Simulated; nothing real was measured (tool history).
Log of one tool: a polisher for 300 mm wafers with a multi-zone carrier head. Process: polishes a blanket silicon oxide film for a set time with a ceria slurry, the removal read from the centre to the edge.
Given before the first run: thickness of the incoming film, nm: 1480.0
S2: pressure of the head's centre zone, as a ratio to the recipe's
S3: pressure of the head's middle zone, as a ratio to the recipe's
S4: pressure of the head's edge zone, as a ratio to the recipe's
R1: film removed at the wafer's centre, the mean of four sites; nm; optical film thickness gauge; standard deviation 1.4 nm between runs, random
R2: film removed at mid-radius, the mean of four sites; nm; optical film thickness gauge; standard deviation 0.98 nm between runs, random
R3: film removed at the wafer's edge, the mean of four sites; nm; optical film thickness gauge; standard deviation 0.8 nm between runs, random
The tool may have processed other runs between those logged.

run 1 day=0 | flow_of_slurry_(ml/min)=245 S2=1 S3=1 S4=1 polishing_time_(s)=49 | R1=185.99 R2=177.77 R3=179.77
run 2 day=0.333 | flow_of_slurry_(ml/min)=245 S2=1.06 S3=1 S4=1 polishing_time_(s)=49 | R1=195.32 R2=180.99 R3=179.86
run 3 day=0.529 | flow_of_slurry_(ml/min)=245 S2=1.06 S3=1.05 S4=1 polishing_time_(s)=49 | R1=199.42 R2=188.92 R3=178.21
run 4 day=0.658 | flow_of_slurry_(ml/min)=245 S2=1.06 S3=1.04 S4=0.98 polishing_time_(s)=48 | R1=196.02 R2=179.68 R3=174.11
run 5 day=0.925 | flow_of_slurry_(ml/min)=245 S2=1.06 S3=1.04 S4=0.96 polishing_time_(s)=47 | R1=190.37 R2=177.52 R3=166.29
run 6 day=0.979 | flow_of_slurry_(ml/min)=240 S2=1.06 S3=1.03 S4=0.94 polishing_time_(s)=46 | R1=184.52 R2=174.38 R3=162.52
run 7 day=1.304 | flow_of_slurry_(ml/min)=240 S2=1.07 S3=1.02 S4=0.93 polishing_time_(s)=45 | R1=179.29 R2=165.52 R3=157.36

Run 8 is up next; what results do you expect?
run 8 day=1.538 | flow_of_slurry_(ml/min)=240 S2=1.08 S3=1.01 S4=0.92 polishing_time_(s)=44 | R1=? R2=? R3=?

Run 8 produced R1 178.69 nm, R2 162.49 nm, R3 153.01 nm.
